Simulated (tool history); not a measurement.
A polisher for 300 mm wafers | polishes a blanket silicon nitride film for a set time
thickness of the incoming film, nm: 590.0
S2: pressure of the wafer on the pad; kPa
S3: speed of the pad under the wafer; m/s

Run 1, hour 0.0: flow of slurry (ml/min) 270, S2 33.8 kPa, S3 0.94 m/s, polishing time (s) 55. Result: film removed (angstrom) 1030.00.
Run 2, hour 7.2: flow of slurry (ml/min) 270, S2 33.8 kPa, S3 1.14 m/s, polishing time (s) 55. Result: film removed (angstrom) 1180.30.
Run 3, hour 15.5: flow of slurry (ml/min) 215, S2 33.8 kPa, S3 1.14 m/s, polishing time (s) 55. Result: film removed (angstrom) 1159.20.
Run 4, hour 22.3: flow of slurry (ml/min) 215, S2 33.8 kPa, S3 1.24 m/s, polishing time (s) 55. Result: film removed (angstrom) 1236.80.
Run 5, hour 25.2: flow of slurry (ml/min) 215, S2 30.3 kPa, S3 1.22 m/s, polishing time (s) 55. Result: film removed (angstrom) 1090.30.
Run 6, hour 30.9: flow of slurry (ml/min) 215, S2 30.3 kPa, S3 1.22 m/s, polishing time (s) 49. Result: film removed (angstrom) 962.65.
Run 7, hour 34.5: flow of slurry (ml/min) 215, S2 29.0 kPa, S3 1.22 m/s, polishing time (s) 49. Result: film removed (angstrom) 931.76.

Run 8 comes next. What will it give?
Run 8, hour 42.3: flow of slurry (ml/min) 215, S2 27.6 kPa, S3 1.22 m/s, polishing time (s) 49. Result: film removed (angstrom) ?.

{"run 8": {"film removed (angstrom)": 881.45}}
